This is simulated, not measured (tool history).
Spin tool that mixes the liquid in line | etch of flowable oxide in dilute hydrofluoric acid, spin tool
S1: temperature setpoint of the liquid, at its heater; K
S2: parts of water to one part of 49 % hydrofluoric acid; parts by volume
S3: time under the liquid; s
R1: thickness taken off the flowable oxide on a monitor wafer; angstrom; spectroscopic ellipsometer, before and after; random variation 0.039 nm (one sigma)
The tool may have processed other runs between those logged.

run,hour,S1,S2,S3,R1
1,0,296.15,235,15,21.236
2,1.7,299.15,235,15,23.368
3,4.1,299.65,220,15,25.628
4,12,299.65,275,15,19.607
5,16,299.65,190,15,31.502
6,21.9,299.65,190,15,31.013
7,23.6,300.15,180,15,33.706
8,25.9,300.65,175,15,35.726

The next listed run, before its measurement:
9,28.4,301.15,170,15,?

R1: 37.201 angstrom
